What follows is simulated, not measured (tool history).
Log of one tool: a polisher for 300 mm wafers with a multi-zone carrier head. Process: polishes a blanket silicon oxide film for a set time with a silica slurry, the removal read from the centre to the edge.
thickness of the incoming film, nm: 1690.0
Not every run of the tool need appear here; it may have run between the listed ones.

| run | day | flow of slurry (ml/min) | pressure of the head's centre zone | pressure of the head's middle zone | pressure of the head's edge zone | abrasive content of the slurry | polishing time (s) | film removed at the wafer's centre (Å) | film removed at mid-radius (Å) | film removed at the wafer's edge (Å) |
|---|---|---|---|---|---|---|---|---|---|---|
| 1 | 0.000 | 265 | 1.00 | 1.00 | 1.00 | 1.00 | 71 | 2331.5 | 2334.2 | 2261.6 |
| 2 | 0.088 | 275 | 1.02 | 1.06 | 0.99 | 1.15 | 75 | 2694.5 | 2873.7 | 2539.9 |
| 3 | 0.312 | 275 | 1.02 | 1.06 | 1.05 | 1.15 | 75 | 2744.7 | 2895.3 | 2656.1 |
| 4 | 0.633 | 275 | 1.02 | 1.09 | 1.05 | 1.15 | 75 | 2798.5 | 2942.1 | 2607.5 |
| 5 | 0.912 | 275 | 1.02 | 1.14 | 1.05 | 1.15 | 75 | 2723.5 | 3077.3 | 2649.7 |
| 6 | 0.967 | 275 | 1.02 | 1.14 | 1.05 | 1.30 | 75 | 2954.2 | 3209.0 | 2771.1 |
|  | 1.000 | edge zone pressure recalibrated |
| 7 | 1.000 | 290 | 1.03 | 1.16 | 1.05 | 1.35 | 77 | 3108.2 | 3452.1 | 3077.7 |

What will run 8 give?
| 8 | 1.183 | 260 | 1.05 | 1.17 | 1.02 | 1.40 | 80 | ? | ? | ? |

{"run 8": {"film removed at the wafer's centre (Å)": 3371.1, "film removed at mid-radius (Å)": 3681.1, "film removed at the wafer's edge (Å)": 3150.7}}
